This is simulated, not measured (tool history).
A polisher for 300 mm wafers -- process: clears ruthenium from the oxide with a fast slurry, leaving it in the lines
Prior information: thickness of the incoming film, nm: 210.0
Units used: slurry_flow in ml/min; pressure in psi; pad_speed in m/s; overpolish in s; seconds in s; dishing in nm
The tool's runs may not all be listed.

Run 1, hour 0.0: slurry_flow 310 ml/min, pressure 3.0 psi, pad_speed 0.80 m/s, slurry_solids 1.00, overpolish 25 s. Result: seconds 60.709 s, dishing 28.869 nm.
Run 2, hour 1.2: slurry_flow 310 ml/min, pressure 3.0 psi, pad_speed 0.80 m/s, slurry_solids 0.85, overpolish 25 s. Result: seconds 66.895 s, dishing 27.667 nm.
Run 3, hour 4.8: slurry_flow 280 ml/min, pressure 3.0 psi, pad_speed 0.80 m/s, slurry_solids 0.85, overpolish 25 s. Result: seconds 66.602 s, dishing 26.440 nm.
Run 4, hour 12.4: slurry_flow 220 ml/min, pressure 3.0 psi, pad_speed 0.80 m/s, slurry_solids 0.85, overpolish 25 s. Result: seconds 70.020 s, dishing 28.178 nm.
Run 5, hour 14.4: slurry_flow 280 ml/min, pressure 2.6 psi, pad_speed 0.76 m/s, slurry_solids 0.80, overpolish 21 s. Result: seconds 80.785 s, dishing 24.359 nm.
Run 6, hour 15.8: slurry_flow 280 ml/min, pressure 2.6 psi, pad_speed 0.76 m/s, slurry_solids 0.80, overpolish 14 s. Result: seconds 80.859 s, dishing 20.341 nm.

What does the tool deliver on the next run?
Run 7, hour 18.8: slurry_flow 275 ml/min, pressure 2.3 psi, pad_speed 0.72 m/s, slurry_solids 0.80, overpolish 13 s. Result: seconds ?, dishing ?.

{"run 7": {"seconds": 91.078, "dishing": 17.642}}

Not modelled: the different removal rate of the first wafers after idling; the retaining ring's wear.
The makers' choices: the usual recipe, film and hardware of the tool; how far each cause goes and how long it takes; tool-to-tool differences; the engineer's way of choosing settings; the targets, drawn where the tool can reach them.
